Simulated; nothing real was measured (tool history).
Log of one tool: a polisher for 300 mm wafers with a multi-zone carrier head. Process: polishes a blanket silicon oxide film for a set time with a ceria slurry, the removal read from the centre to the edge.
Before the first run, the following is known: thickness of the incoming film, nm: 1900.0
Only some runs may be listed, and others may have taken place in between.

run	hour	flow of slurry (ml/min)	pressure of the head's centre zone	pressure of the head's middle zone	pressure of the head's edge zone	polishing time (s)	film removed at the wafer's centre (nm)	film removed at mid-radius (nm)	film removed at the wafer's edge (nm)
1	0	250	1	1	1	83	448.34	433.99	421.48
2	4.8	245	0.98	1	1	83	446.86	438.49	422.4
3	9.5	245	0.98	1	1.05	83	439.74	436.16	455.76
4	14	245	0.98	1	1.11	83	441.08	443.52	456.77
5	20.8	245	0.98	1	1.11	74	385.28	388.92	407.17
6	25.1	245	0.98	1	1.11	85	438.94	436.91	453.67

Estimate the outcome of run 7 from the log above:
7	27	245	0.97	1	1.11	84	?	?	?

Run 7 measured film removed at the wafer's centre (nm) 434, film removed at mid-radius (nm) 438.05, film removed at the wafer's edge (nm) 466.05.
